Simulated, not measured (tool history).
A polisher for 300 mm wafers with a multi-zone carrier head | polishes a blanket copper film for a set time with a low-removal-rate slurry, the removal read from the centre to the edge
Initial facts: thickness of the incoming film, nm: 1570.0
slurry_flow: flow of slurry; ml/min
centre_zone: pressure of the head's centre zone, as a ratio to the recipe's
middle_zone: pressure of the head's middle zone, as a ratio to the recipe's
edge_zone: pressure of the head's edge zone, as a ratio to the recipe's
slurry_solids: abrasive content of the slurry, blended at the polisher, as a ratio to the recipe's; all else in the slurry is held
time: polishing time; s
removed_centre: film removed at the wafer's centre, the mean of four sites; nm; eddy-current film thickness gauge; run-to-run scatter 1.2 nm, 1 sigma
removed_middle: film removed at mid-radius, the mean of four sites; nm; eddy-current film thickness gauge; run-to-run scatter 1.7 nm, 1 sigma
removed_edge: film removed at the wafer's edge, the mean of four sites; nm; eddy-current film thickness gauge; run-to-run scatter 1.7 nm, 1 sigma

Run 1, day 0: slurry_flow 175 ml/min, centre_zone 1, middle_zone 1, edge_zone 1, slurry_solids 1, time 36 s. Result: removed_centre 95.481 nm, removed_middle 99.661 nm, removed_edge 95.772 nm.
Run 2, day 0.038: slurry_flow 185 ml/min, centre_zone 1.04, middle_zone 1.01, edge_zone 1.03, slurry_solids 1.1, time 36 s. Result: removed_centre 103.45 nm, removed_middle 106.7 nm, removed_edge 103.12 nm.
Run 3, day 0.362: slurry_flow 185 ml/min, centre_zone 1.04, middle_zone 1.01, edge_zone 0.96, slurry_solids 1.1, time 36 s. Result: removed_centre 103.32 nm, removed_middle 103.51 nm, removed_edge 98.37 nm.
Run 4, day 0.721: slurry_flow 185 ml/min, centre_zone 1.04, middle_zone 1.05, edge_zone 0.96, slurry_solids 1.1, time 36 s. Result: removed_centre 105.29 nm, removed_middle 107.1 nm, removed_edge 97.999 nm.
Run 5, day 0.875: slurry_flow 185 ml/min, centre_zone 1.04, middle_zone 1.05, edge_zone 0.96, slurry_solids 1.1, time 39 s. Result: removed_centre 111.51 nm, removed_middle 115.27 nm, removed_edge 106.59 nm.
Run 6, day 1.067: slurry_flow 185 ml/min, centre_zone 1.04, middle_zone 1.05, edge_zone 0.96, slurry_solids 0.95, time 39 s. Result: removed_centre 109.09 nm, removed_middle 113.75 nm, removed_edge 103.5 nm.

The next listed run, before its measurement:
Run 7, day 1.092: slurry_flow 200 ml/min, centre_zone 1.06, middle_zone 1.04, edge_zone 0.97, slurry_solids 0.95, time 39 s. Result: removed_centre ?, removed_middle ?, removed_edge ?.

{"run 7": {"removed_centre": 110.79, "removed_middle": 113.8, "removed_edge": 103.48}}
